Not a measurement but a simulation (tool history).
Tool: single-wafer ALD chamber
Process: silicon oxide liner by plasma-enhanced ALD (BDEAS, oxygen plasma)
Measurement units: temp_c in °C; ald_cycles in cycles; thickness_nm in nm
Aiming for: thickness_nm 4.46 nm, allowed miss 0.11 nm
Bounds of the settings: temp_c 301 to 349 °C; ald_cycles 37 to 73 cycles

run 1 hour=0 | temp_c=325 ald_cycles=55 | thickness_nm=5.0102
run 2 hour=4 | temp_c=325 ald_cycles=53 | thickness_nm=4.7884
run 3 hour=7.8 | temp_c=325 ald_cycles=52 | thickness_nm=4.7001
run 4 hour=14.7 | temp_c=325 ald_cycles=51 | thickness_nm=4.6169
run 5 hour=19.1 | temp_c=321 ald_cycles=51 | thickness_nm=4.6323
run 6 hour=22.4 | temp_c=321 ald_cycles=58 | thickness_nm=5.2939
run 7 hour=28.2 | temp_c=321 ald_cycles=58 | thickness_nm=5.3064
run 8 hour=35.3 | temp_c=321 ald_cycles=56 | thickness_nm=5.0912
run 9 hour=42 | temp_c=321 ald_cycles=56 | thickness_nm=5.0967
run 10 hour=50.3 | temp_c=321 ald_cycles=54 | thickness_nm=4.9216
run 11 hour=52.1 | temp_c=321 ald_cycles=53 | thickness_nm=4.8425
run 12 hour=53.3 | temp_c=322 ald_cycles=52 | thickness_nm=4.7464
run 13 hour=61.6 | temp_c=322 ald_cycles=51 | thickness_nm=4.6257

4 next moves are on the table. One of them brings every result within its allowed miss. Which?
run A hour=69.9 | temp_c=327 ald_cycles=47 | thickness_nm=?
run B hour=69.9 | temp_c=323 ald_cycles=49 | thickness_nm=?
run C hour=69.9 | temp_c=333 ald_cycles=52 | thickness_nm=?
run D hour=69.9 | temp_c=323 ald_cycles=53 | thickness_nm=?

move=A thickness_nm=4.2709
move=B thickness_nm=4.4754
move=C thickness_nm=4.689
move=D thickness_nm=4.8407
A: takes the result that was furthest off past its target
B: in spec on every target
C: moves away from the targets compared with the last run
D: moves away from the targets compared with the last run
The right move is B.

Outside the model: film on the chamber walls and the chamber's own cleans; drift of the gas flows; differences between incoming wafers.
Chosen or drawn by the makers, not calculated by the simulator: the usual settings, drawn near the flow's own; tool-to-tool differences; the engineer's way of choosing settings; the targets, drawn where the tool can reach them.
